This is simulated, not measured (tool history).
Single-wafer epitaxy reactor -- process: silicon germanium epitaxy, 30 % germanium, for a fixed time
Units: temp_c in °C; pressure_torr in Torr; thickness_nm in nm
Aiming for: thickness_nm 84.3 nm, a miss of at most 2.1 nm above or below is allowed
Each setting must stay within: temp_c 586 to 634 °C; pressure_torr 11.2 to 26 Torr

run	day	temp_c	pressure_torr	thickness_nm
1	0	610	18.6	67.551
2	0.158	613	18.7	71.237
3	0.333	615	18.8	74.517
4	0.675	617	18.8	77.375
5	0.896	609	18.8	65.75
6	0.958	612	18.9	70.313
7	1.092	614	19	73.277
8	1.312	616	19.1	75.99
9	1.462	617	19.1	78.038

Which single option among these 5 for the next run brings every result within its allowed miss of target? Just one does.
A	1.612	617	19.5	?
B	1.612	610	17.8	?
C	1.612	621	19.3	?
D	1.612	612	18.4	?
E	1.612	609	19.8	?

move	thickness_nm
A	77.934
B	64.878
C	83.989
D	68.614
E	66.771
A: no nearer and no further than the last run
B: its largest miss is bigger than the last run's
C: all results land within tolerance of their targets
D: its largest miss is bigger than the last run's
E: its largest miss is bigger than the last run's
So the answer is move C, the one that meets all the targets.
